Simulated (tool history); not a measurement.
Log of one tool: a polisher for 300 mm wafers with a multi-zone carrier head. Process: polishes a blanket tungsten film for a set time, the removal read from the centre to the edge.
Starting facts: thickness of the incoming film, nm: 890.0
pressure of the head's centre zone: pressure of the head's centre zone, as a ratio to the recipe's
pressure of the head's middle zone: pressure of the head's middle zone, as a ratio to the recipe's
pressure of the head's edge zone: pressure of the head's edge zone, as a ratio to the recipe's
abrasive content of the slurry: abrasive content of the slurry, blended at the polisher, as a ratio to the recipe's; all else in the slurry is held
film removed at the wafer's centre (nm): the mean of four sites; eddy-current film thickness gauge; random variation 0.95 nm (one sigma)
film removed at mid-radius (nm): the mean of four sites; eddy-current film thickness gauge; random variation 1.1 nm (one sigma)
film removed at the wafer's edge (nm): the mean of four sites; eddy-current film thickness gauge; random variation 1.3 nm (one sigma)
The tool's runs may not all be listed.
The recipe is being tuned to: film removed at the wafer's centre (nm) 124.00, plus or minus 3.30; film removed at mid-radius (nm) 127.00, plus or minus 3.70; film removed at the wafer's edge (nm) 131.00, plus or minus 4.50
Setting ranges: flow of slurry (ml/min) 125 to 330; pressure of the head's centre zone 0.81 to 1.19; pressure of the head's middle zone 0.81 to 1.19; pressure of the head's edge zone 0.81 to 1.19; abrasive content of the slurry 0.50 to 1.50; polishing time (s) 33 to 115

run,day,flow of slurry (ml/min),pressure of the head's centre zone,pressure of the head's middle zone,pressure of the head's edge zone,abrasive content of the slurry,polishing time (s),film removed at the wafer's centre (nm),film removed at mid-radius (nm),film removed at the wafer's edge (nm)
1,0.000,210,1.00,1.00,1.00,1.00,73,205.08,203.65,204.08
2,0.221,210,1.00,1.00,1.00,1.00,63,176.53,178.81,174.73
3,0.288,210,1.04,1.00,1.00,1.00,63,181.16,173.51,173.61
4,0.483,205,1.02,0.98,0.99,0.95,62,173.33,167.60,172.44
5,0.838,250,1.02,0.98,0.99,0.95,62,178.04,172.73,172.92
6,0.992,250,1.01,0.97,0.98,0.90,60,169.64,160.29,164.77
7,1.212,250,1.01,0.97,0.98,0.90,60,169.24,161.08,165.23
8,1.525,250,1.01,0.97,0.98,0.90,60,170.44,160.77,164.97
9,1.617,250,0.99,0.97,0.97,0.85,59,162.68,155.11,156.42
10,1.800,250,0.99,0.97,0.97,0.85,59,159.68,158.11,155.18
11,1.846,190,0.89,0.87,0.87,0.60,58,123.83,121.57,132.55
12,2.125,190,0.89,0.88,0.87,0.60,58,126.48,121.19,131.54

5 next moves are on the table. One of them brings every result within its allowed miss. Which?
A,2.404,155,0.92,0.81,0.90,0.55,60,?,?,?
B,2.404,145,0.87,0.91,0.81,0.60,61,?,?,?
C,2.404,165,0.88,0.82,0.84,0.55,63,?,?,?
D,2.404,170,0.82,0.82,0.90,0.55,62,?,?,?
E,2.404,180,0.92,0.83,0.90,0.60,57,?,?,?

move,film removed at the wafer's centre (nm),film removed at mid-radius (nm),film removed at the wafer's edge (nm)
A,125.49,109.97,130.32
B,124.23,125.00,131.10
C,129.12,117.95,135.36
D,121.39,116.68,136.22
E,126.16,112.40,129.65
A: moves away from the targets compared with the last run
B: in spec on every target
C: moves away from the targets compared with the last run
D: moves away from the targets compared with the last run
E: moves away from the targets compared with the last run
Move B is the one to make.

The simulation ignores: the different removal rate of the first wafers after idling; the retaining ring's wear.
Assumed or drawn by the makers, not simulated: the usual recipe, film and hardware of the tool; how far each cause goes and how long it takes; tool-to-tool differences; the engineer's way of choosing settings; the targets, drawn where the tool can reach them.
